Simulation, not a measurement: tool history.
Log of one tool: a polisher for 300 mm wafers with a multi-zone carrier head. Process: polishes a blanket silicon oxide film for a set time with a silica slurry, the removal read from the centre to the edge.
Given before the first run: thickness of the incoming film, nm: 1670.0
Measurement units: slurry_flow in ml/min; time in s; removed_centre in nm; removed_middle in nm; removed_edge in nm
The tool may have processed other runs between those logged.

run	hour	slurry_flow	centre_zone	middle_zone	edge_zone	slurry_solids	time	removed_centre	removed_middle	removed_edge
1	0.0	275	1.00	1.00	1.00	1.00	78	498.49	518.82	517.52
2	2.8	275	0.94	1.00	1.00	1.00	78	491.39	514.15	517.44
3	8.2	335	0.94	1.00	1.00	1.00	78	492.39	529.28	526.10
4	11.4	335	0.89	1.00	1.00	1.00	78	464.71	525.77	529.65
5	18.2	335	0.89	1.00	1.07	1.00	78	462.66	524.94	538.37
6	27.2	360	0.89	1.00	1.07	1.00	78	462.55	518.59	549.73
7	34.3	355	0.92	1.01	1.05	1.05	78	497.39	531.78	538.37
8	38.1	355	0.93	1.02	1.04	1.10	79	516.42	551.57	572.22
9	39.6	355	0.95	1.04	1.02	1.10	79	524.94	575.72	561.82
10	46.8	375	1.05	1.06	1.02	1.20	79	588.19	599.67	581.98

Run 11 is up next; what results do you expect?
11	51.6	375	1.07	1.06	1.01	1.20	79	?	?	?

removed_centre: 602.86 nm
removed_middle: 606.62 nm
removed_edge: 586.65 nm
